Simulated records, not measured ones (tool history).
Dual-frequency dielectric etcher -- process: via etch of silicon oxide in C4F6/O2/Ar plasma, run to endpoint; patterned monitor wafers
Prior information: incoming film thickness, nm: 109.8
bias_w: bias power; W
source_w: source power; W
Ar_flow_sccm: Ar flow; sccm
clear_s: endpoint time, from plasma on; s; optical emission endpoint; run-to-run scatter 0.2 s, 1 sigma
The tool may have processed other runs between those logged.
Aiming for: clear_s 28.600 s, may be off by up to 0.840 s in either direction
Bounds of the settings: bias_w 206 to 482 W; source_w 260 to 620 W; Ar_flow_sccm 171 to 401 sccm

| run | hour | bias_w | source_w | Ar_flow_sccm | clear_s |
|---|---|---|---|---|---|
| 1 | 0.0 | 344 | 440 | 286 | 25.259 |
| 2 | 7.8 | 344 | 390 | 286 | 26.549 |
| 3 | 8.4 | 331 | 380 | 287 | 28.116 |
| 4 | 14.3 | 331 | 380 | 265 | 27.521 |
| 5 | 16.6 | 280 | 380 | 265 | 29.477 |
| 6 | 23.5 | 280 | 320 | 265 | 32.948 |
| 7 | 28.9 | 301 | 330 | 265 | 31.532 |
| 8 | 31.4 | 368 | 360 | 261 | 27.205 |
| 9 | 32.1 | 360 | 360 | 261 | 27.551 |
| 10 | 33.5 | 354 | 360 | 261 | 27.777 |

Consider the 4 candidate settings below. Which is the only one whose results all fall within their allowed miss of target?
| A | 34.9 | 453 | 340 | 309 | ? |
| B | 34.9 | 371 | 370 | 265 | ? |
| C | 34.9 | 378 | 370 | 255 | ? |
| D | 34.9 | 346 | 350 | 275 | ? |

| move | clear_s |
|---|---|
| A | 26.237 |
| B | 26.632 |
| C | 26.360 |
| D | 28.450 |
A: the biggest miss grows against the last run
B: the biggest miss grows against the last run
C: the biggest miss grows against the last run
D: all results land within tolerance of their targets
The right move is D.
